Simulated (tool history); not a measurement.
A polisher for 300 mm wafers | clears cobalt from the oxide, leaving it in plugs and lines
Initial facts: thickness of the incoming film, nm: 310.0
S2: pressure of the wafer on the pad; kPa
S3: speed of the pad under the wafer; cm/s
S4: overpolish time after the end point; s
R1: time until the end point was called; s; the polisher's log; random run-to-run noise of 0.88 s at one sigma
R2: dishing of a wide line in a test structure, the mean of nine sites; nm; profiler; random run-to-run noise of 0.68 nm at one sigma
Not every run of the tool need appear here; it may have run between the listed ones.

run 1 hour=0 | flow_of_slurry_(ml/min)=200 S2=15.9 S3=90 S4=16 | R1=85.154 R2=40.527
run 2 hour=6.9 | flow_of_slurry_(ml/min)=200 S2=15.9 S3=90 S4=20 | R1=81.588 R2=46.321
run 3 hour=14 | flow_of_slurry_(ml/min)=200 S2=15.9 S3=90 S4=25 | R1=84.728 R2=50.958
run 4 hour=17 | flow_of_slurry_(ml/min)=200 S2=15.9 S3=110 S4=25 | R1=74.127 R2=53.004
run 5 hour=25.4 | flow_of_slurry_(ml/min)=245 S2=15.9 S3=110 S4=25 | R1=73.309 R2=53.794
run 6 hour=32.9 | flow_of_slurry_(ml/min)=195 S2=15.9 S3=110 S4=25 | R1=71.824 R2=52.473
run 7 hour=41.6 | flow_of_slurry_(ml/min)=195 S2=16.5 S3=112 S4=24 | R1=67.5 R2=53.546
run 8 hour=45.2 | flow_of_slurry_(ml/min)=195 S2=17.2 S3=114 S4=23 | R1=66.928 R2=53.827
run 9 hour=49.5 | flow_of_slurry_(ml/min)=195 S2=17.9 S3=118 S4=22 | R1=62.87 R2=54.936

The next listed run, before its measurement:
-- hour=54.1 slurry nozzle cleaned
run 10 hour=54.1 | flow_of_slurry_(ml/min)=195 S2=17.9 S3=122 S4=21 | R1=? R2=?

Run 10 came out at R1 60.737 s, R2 54.896 nm.
